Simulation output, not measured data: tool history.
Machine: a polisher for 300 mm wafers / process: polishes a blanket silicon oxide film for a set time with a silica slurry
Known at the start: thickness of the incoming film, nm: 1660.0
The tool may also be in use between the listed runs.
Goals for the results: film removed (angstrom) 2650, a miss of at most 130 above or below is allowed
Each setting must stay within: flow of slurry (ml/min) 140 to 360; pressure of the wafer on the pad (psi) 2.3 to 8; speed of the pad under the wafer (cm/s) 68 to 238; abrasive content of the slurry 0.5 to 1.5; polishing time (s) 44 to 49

run	hour	flow of slurry (ml/min)	pressure of the wafer on the pad (psi)	speed of the pad under the wafer (cm/s)	abrasive content of the slurry	polishing time (s)	film removed (angstrom)
1	0	230	5.1	152	1	49	1952.6
2	4.5	230	5.1	152	0.9	49	1896.6
3	7.4	230	4.4	152	0.9	49	1631.1
4	13.4	230	4.4	152	0.9	44	1521
5	21.6	230	5.6	152	0.9	44	1891.4
6	27.6	230	5.6	152	0.9	49	2103.9
7	30	230	5.8	152	0.9	49	2277.3
8	38.5	230	5.9	152	0.9	49	2273.6
9	40.9	230	6.1	152	0.9	49	2332.7
10	42.3	230	6.2	152	0.9	49	2390.7
11	45.8	230	6.3	152	0.9	49	2473.6

Which single option among these 4 for the next run brings every result within its allowed miss of target? Just one does.
A	49.3	200	6.8	170	1.05	45	?
B	49.3	215	5.9	160	1	46	?
C	49.3	165	6.5	136	1	48	?
D	49.3	230	6.3	150	0.8	49	?

move	film removed (angstrom)
A	2660.6
B	2238.3
C	2198.3
D	2274.4
A: all results land within tolerance of their targets
B: further off than the last run
C: further off than the last run
D: further off than the last run
Answer: A

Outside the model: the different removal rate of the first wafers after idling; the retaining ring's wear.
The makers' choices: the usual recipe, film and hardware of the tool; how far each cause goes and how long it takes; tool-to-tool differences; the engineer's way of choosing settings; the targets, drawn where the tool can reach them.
